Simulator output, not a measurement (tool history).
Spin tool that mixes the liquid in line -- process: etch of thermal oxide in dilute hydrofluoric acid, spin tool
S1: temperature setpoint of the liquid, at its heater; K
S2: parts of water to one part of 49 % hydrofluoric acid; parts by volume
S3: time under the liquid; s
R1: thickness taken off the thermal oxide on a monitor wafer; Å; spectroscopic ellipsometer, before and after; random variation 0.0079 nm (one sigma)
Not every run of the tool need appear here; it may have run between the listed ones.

{"run": 1, "hour": 0.0, "S1": 297.15, "S2": 215, "S3": 85, "R1": 16.699}
{"run": 2, "hour": 1.3, "S1": 295.15, "S2": 215, "S3": 85, "R1": 15.542}
{"run": 3, "hour": 5.2, "S1": 298.15, "S2": 215, "S3": 85, "R1": 17.198}
{"run": 4, "hour": 9.9, "S1": 300.15, "S2": 215, "S3": 85, "R1": 18.615}
{"run": 5, "hour": 15.2, "S1": 298.15, "S2": 240, "S3": 85, "R1": 15.014}
{"run": 6, "hour": 19.1, "S1": 296.65, "S2": 260, "S3": 85, "R1": 12.662}
{"run": 7, "hour": 19.7, "S1": 295.15, "S2": 275, "S3": 85, "R1": 11.39}
{"run": 8, "hour": 25.5, "S1": 294.15, "S2": 285, "S3": 85, "R1": 10.695}

The next listed run, before its measurement:
{"run": 9, "hour": 32.3, "S1": 293.65, "S2": 295, "S3": 85, "R1": "?"}

{"run 9": {"R1": 9.8028}}
